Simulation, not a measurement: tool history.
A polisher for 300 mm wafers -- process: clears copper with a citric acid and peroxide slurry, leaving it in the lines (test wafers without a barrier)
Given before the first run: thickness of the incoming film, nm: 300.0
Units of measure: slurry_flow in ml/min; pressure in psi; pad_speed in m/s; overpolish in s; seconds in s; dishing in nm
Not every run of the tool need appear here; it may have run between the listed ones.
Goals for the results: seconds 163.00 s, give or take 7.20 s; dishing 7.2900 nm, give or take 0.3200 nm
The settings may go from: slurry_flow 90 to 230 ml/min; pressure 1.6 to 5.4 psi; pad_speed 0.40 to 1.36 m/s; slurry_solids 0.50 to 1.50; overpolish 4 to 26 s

run	hour	slurry_flow	pressure	pad_speed	slurry_solids	overpolish	seconds	dishing
1	0.0	150	3.5	0.88	1.00	13	179.50	20.7340
2	1.3	155	3.2	0.92	1.00	10	187.16	15.8350
3	7.2	155	3.2	0.92	0.90	10	193.91	14.8200
4	14.1	155	3.2	0.92	0.90	14	192.52	20.3920
5	17.3	155	2.7	0.92	0.90	14	231.24	17.4860
6	22.0	155	2.7	0.92	0.90	11	224.90	13.9230
7	26.4	180	2.5	1.04	0.90	5	217.57	6.9756
8	34.9	190	2.7	1.08	0.85	5	194.16	7.6680
9	38.3	200	2.8	1.10	0.80	5	190.03	7.8221
10	45.7	210	2.8	1.16	0.75	5	184.02	8.2521
11	54.0	215	2.7	1.20	0.85	5	176.77	8.3226

5 candidate next runs follow, results not yet known. Just one meets every target within its allowed miss. Identify it.
A	62.3	210	2.7	1.24	0.95	4	?	?
B	62.3	210	2.6	1.02	0.95	6	?	?
C	62.3	215	2.9	1.16	0.85	6	?	?
D	62.3	215	2.3	1.34	0.80	4	?	?
E	62.3	230	2.1	1.18	1.35	6	?	?

move	seconds	dishing
A	162.73	7.1597
B	201.60	8.6198
C	167.00	10.3560
D	186.98	6.2418
E	192.30	8.9953
A: all results in spec
B: moves away from the targets compared with the last run
C: moves away from the targets compared with the last run
D: takes the result that was furthest off past its target
E: moves away from the targets compared with the last run
So the answer is move A, the one that meets all the targets.
